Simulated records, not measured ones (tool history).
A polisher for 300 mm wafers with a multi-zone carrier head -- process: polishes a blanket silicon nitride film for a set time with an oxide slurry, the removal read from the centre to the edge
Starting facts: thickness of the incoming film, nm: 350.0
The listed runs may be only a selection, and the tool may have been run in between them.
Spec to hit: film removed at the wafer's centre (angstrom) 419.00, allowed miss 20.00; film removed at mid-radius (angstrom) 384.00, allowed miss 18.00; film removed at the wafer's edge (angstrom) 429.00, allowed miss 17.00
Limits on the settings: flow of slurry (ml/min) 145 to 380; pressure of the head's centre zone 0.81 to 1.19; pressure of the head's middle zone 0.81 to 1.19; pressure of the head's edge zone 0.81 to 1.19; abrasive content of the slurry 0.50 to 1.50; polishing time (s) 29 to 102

run    day  flow of slurry (ml/min)  pressure of the head's centre zone  pressure of the head's middle zone  pressure of the head's edge zone  abrasive content of the slurry  polishing time (s)  film removed at the wafer's centre (angstrom)  film removed at mid-radius (angstrom)  film removed at the wafer's edge (angstrom)
  1  0.000                      245                                1.00                                1.00                              1.00                            1.00                  65                                         626.36                                 621.53                                       659.81
  2  0.283                      245                                1.00                                0.99                              0.99                            0.95                  64                                         598.22                                 601.79                                       621.67
  3  0.404                      245                                1.00                                0.94                              0.99                            0.95                  64                                         598.11                                 573.09                                       623.19
  4  0.508                      245                                1.00                                0.94                              0.99                            1.05                  64                                         634.63                                 609.81                                       672.92
  5  0.658                      245                                1.00                                0.93                              0.99                            1.00                  63                                         602.80                                 574.03                                       619.28
  6  0.904                      245                                1.00                                0.93                              0.99                            1.00                  69                                         645.50                                 643.30                                       694.24
  7  1.217                      245                                1.00                                0.92                              0.99                            0.95                  68                                         632.12                                 592.49                                       657.40
  8  1.296                      245                                0.99                                0.91                              0.98                            0.90                  67                                         604.14                                 582.35                                       619.25
  9  1.325                      240                                0.98                                0.90                              0.99                            0.85                  66                                         557.52                                 524.08                                       587.57
 10  1.358                      235                                0.97                                0.89                              0.98                            0.80                  66                                         513.71                                 499.02                                       561.35

Exactly one of the 5 candidate moves below puts every result within its allowed miss. Which one?
  A  1.392                      165                                0.91                                1.08                              0.82                            0.60                  69                                              ?                                      ?                                            ?
  B  1.392                      195                                1.02                                0.90                              0.97                            0.75                  55                                              ?                                      ?                                            ?
  C  1.392                      335                                1.18                                1.14                              0.81                            0.75                  48                                              ?                                      ?                                            ?
  D  1.392                      285                                0.95                                0.93                              0.96                            0.85                  69                                              ?                                      ?                                            ?
  E  1.392                      250                                1.01                                1.01                              0.84                            0.65                  64                                              ?                                      ?                                            ?

move  film removed at the wafer's centre (angstrom)  film removed at mid-radius (angstrom)  film removed at the wafer's edge (angstrom)
   A                                         363.35                                 425.27                                       389.83
   B                                         418.75                                 382.17                                       436.15
   C                                         445.57                                 436.17                                       370.41
   D                                         584.83                                 577.75                                       629.95
   E                                         435.60                                 439.34                                       423.48
A: moves the result that the last run missed by most past its target, out the other side
B: each result inside its tolerance
C: moves the result that the last run missed by most past its target, out the other side
D: the biggest miss grows against the last run
E: meets the target for the result that was furthest off, but another lies outside its allowed miss
The right move is B.
